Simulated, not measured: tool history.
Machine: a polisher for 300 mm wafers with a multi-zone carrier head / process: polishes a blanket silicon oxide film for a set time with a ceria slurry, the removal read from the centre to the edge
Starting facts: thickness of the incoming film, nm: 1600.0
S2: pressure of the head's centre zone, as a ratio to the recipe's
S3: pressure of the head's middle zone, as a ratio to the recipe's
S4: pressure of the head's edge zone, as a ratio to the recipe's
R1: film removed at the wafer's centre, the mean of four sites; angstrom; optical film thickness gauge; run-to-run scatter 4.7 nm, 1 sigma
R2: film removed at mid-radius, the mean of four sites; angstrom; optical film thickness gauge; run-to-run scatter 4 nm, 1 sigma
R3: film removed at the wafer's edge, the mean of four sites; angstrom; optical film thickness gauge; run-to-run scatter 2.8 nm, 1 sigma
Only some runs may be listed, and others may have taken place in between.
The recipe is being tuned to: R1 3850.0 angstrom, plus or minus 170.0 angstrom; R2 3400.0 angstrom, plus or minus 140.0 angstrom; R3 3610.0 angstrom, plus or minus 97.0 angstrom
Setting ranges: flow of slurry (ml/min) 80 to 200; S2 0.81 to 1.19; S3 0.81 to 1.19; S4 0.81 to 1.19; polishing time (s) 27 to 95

Run 1, hour 0.0: flow of slurry (ml/min) 130, S2 1.00, S3 1.00, S4 1.00, polishing time (s) 61. Result: R1 2699.1 angstrom, R2 2632.0 angstrom, R3 2649.4 angstrom.
Run 2, hour 4.5: flow of slurry (ml/min) 135, S2 1.01, S3 1.00, S4 1.02, polishing time (s) 63. Result: R1 2828.1 angstrom, R2 2776.8 angstrom, R3 2816.1 angstrom.
Run 3, hour 8.6: flow of slurry (ml/min) 135, S2 1.01, S3 1.00, S4 0.97, polishing time (s) 63. Result: R1 2834.5 angstrom, R2 2726.3 angstrom, R3 2739.8 angstrom.
Run 4, hour 9.3: flow of slurry (ml/min) 140, S2 1.03, S3 1.00, S4 0.99, polishing time (s) 64. Result: R1 2944.1 angstrom, R2 2775.0 angstrom, R3 2838.6 angstrom.
Run 5, hour 14.3: flow of slurry (ml/min) 140, S2 1.03, S3 1.09, S4 0.99, polishing time (s) 64. Result: R1 2946.8 angstrom, R2 3005.1 angstrom, R3 2849.7 angstrom.
Run 6, hour 17.2: flow of slurry (ml/min) 115, S2 1.03, S3 1.09, S4 0.99, polishing time (s) 64. Result: R1 2755.7 angstrom, R2 2876.6 angstrom, R3 2739.8 angstrom.
Run 7, hour 20.2: flow of slurry (ml/min) 125, S2 1.05, S3 1.08, S4 1.02, polishing time (s) 65. Result: R1 2969.6 angstrom, R2 2900.1 angstrom, R3 2862.0 angstrom.
Run 8, hour 27.6: flow of slurry (ml/min) 135, S2 1.06, S3 1.08, S4 1.04, polishing time (s) 66. Result: R1 3083.1 angstrom, R2 3131.4 angstrom, R3 2931.8 angstrom.
Run 9, hour 32.9: flow of slurry (ml/min) 135, S2 1.06, S3 1.08, S4 1.04, polishing time (s) 66. Result: R1 3106.4 angstrom, R2 3005.8 angstrom, R3 3011.6 angstrom.
Run 10, hour 37.5: flow of slurry (ml/min) 170, S2 1.14, S3 1.07, S4 1.14, polishing time (s) 71. Result: R1 3815.1 angstrom, R2 3438.0 angstrom, R3 3444.2 angstrom.

Exercise: of the 4 proposed moves below, exactly one satisfies all targets within the stated allowed misses. Which move is it?
Run A, hour 42.1: flow of slurry (ml/min) 165, S2 1.19, S3 0.98, S4 1.08, polishing time (s) 77. Result: R1 ?, R2 ?, R3 ?.
Run B, hour 42.1: flow of slurry (ml/min) 190, S2 1.12, S3 1.02, S4 1.17, polishing time (s) 72. Result: R1 ?, R2 ?, R3 ?.
Run C, hour 42.1: flow of slurry (ml/min) 165, S2 1.17, S3 1.11, S4 1.05, polishing time (s) 72. Result: R1 ?, R2 ?, R3 ?.
Run D, hour 42.1: flow of slurry (ml/min) 185, S2 1.16, S3 1.07, S4 1.08, polishing time (s) 69. Result: R1 ?, R2 ?, R3 ?.

move      R1      R2      R3
   A  4233.1  3419.2  3705.7
   B  3832.1  3387.5  3671.4
   C  3896.5  3554.7  3410.9
   D  3784.4  3366.6  3364.6
A: corrects the largest miss of the last run, while another result sits out of spec
B: every result within its allowed miss
C: its largest miss is bigger than the last run's
D: its largest miss is bigger than the last run's
B is the move that brings every result within its allowed miss.
